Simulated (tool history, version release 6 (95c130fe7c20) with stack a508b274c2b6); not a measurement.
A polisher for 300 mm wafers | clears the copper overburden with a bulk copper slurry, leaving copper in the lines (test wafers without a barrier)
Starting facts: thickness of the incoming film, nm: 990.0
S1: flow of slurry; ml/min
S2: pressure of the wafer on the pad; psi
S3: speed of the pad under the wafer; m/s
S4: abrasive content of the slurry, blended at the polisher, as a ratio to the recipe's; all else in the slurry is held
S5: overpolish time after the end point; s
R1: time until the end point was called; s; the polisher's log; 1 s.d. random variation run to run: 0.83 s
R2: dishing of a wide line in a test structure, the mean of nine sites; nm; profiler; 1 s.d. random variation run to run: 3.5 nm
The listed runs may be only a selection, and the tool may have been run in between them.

run 1 hour=0 | S1=165 S2=2.9 S3=1.32 S4=1 S5=30 | R1=67.388 R2=133.75
run 2 hour=8.8 | S1=130 S2=2.9 S3=1.32 S4=1 S5=30 | R1=66.241 R2=129.42
run 3 hour=12.8 | S1=110 S2=2.9 S3=1.32 S4=1 S5=30 | R1=71.731 R2=134.57
run 4 hour=14.4 | S1=120 S2=3.2 S3=1.34 S4=1 S5=27 | R1=64.487 R2=133.59
run 5 hour=17.2 | S1=120 S2=2.9 S3=1.34 S4=1 S5=27 | R1=67.155 R2=127.76
run 6 hour=25.1 | S1=120 S2=2.9 S3=1.34 S4=1 S5=19 | R1=67.163 R2=110.91
run 7 hour=33.8 | S1=120 S2=3.3 S3=1.38 S4=1 S5=19 | R1=62.457 R2=121.1

Run 8, settings as shown, results not yet in. Your forecast:
run 8 hour=40.3 | S1=120 S2=3.6 S3=1.46 S4=1 S5=19 | R1=? R2=?

R1: 56.425 s
R2: 124.63 nm

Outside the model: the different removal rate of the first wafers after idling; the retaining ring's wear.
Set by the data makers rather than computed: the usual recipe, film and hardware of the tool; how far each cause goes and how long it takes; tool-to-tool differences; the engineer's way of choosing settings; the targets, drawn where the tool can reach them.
